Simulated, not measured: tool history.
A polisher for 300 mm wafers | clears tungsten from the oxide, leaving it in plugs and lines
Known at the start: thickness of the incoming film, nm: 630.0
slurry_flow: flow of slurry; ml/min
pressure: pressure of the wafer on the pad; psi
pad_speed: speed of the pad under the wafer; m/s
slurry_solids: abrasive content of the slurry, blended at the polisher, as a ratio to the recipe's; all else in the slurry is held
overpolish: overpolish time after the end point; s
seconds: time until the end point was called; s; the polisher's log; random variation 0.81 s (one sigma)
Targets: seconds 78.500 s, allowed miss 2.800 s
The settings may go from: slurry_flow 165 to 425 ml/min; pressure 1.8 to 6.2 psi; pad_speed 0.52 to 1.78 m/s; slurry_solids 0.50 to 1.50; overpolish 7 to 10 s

run,hour,slurry_flow,pressure,pad_speed,slurry_solids,overpolish,seconds
1,0.0,275,4.0,1.14,1.00,10,112.690
2,2.2,275,4.0,1.14,1.10,10,108.670
3,6.6,275,4.0,1.14,1.10,7,109.580
4,13.2,275,4.0,1.14,1.30,7,104.440
5,15.7,275,4.3,1.14,1.30,7,98.825
6,23.0,275,4.3,1.14,1.30,10,99.167
7,23.9,275,4.3,1.14,1.30,10,100.020
8,27.6,275,4.6,1.14,1.30,10,94.855
9,33.2,275,4.6,1.14,1.30,10,93.843
10,39.0,275,4.6,1.14,1.30,10,94.286
11,46.9,275,4.8,1.14,1.30,10,95.284
12,50.6,275,5.1,1.16,1.30,10,87.542
13,51.2,275,5.3,1.16,1.30,10,86.600
14,59.2,275,5.5,1.16,1.30,10,83.691
15,64.8,275,5.6,1.16,1.30,10,82.448
16,69.5,275,5.7,1.16,1.30,10,81.540

4 next moves are on the table. One of them brings every result within its allowed miss. Which?
A,74.2,320,5.9,1.16,1.40,10,?
B,74.2,270,5.2,1.22,1.25,10,?
C,74.2,315,5.7,1.12,1.15,7,?
D,74.2,245,5.4,1.12,1.30,7,?

move,seconds
A,77.634
B,83.926
C,86.810
D,88.583
A: meets every target
B: further off than the last run
C: further off than the last run
D: further off than the last run
The right move is A.

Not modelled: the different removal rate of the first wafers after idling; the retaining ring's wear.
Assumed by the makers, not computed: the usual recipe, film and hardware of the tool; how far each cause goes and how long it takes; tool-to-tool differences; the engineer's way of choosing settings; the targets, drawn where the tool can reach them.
